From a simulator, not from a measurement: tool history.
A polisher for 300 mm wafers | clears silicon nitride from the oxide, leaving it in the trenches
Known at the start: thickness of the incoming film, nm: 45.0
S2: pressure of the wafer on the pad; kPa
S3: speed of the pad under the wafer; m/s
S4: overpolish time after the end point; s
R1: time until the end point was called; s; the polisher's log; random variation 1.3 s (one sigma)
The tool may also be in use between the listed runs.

run 1 hour=0.0 | flow_of_slurry_(ml/min)=135 S2=13.1 S3=0.94 S4=6 | R1=82.298
run 2 hour=2.2 | flow_of_slurry_(ml/min)=130 S2=11.7 S3=0.94 S4=6 | R1=91.402
run 3 hour=5.3 | flow_of_slurry_(ml/min)=130 S2=11.7 S3=0.94 S4=6 | R1=91.680
run 4 hour=13.5 | flow_of_slurry_(ml/min)=125 S2=10.3 S3=0.94 S4=6 | R1=100.480
run 5 hour=15.2 | flow_of_slurry_(ml/min)=125 S2=10.3 S3=1.02 S4=6 | R1=93.992
run 6 hour=17.4 | flow_of_slurry_(ml/min)=125 S2=9.0 S3=1.02 S4=6 | R1=107.500
run 7 hour=21.6 | flow_of_slurry_(ml/min)=125 S2=9.0 S3=1.02 S4=6 | R1=110.860

The next listed run, before its measurement:
run 8 hour=26.3 | flow_of_slurry_(ml/min)=125 S2=8.3 S3=1.02 S4=6 | R1=?

R1: 114.900 s
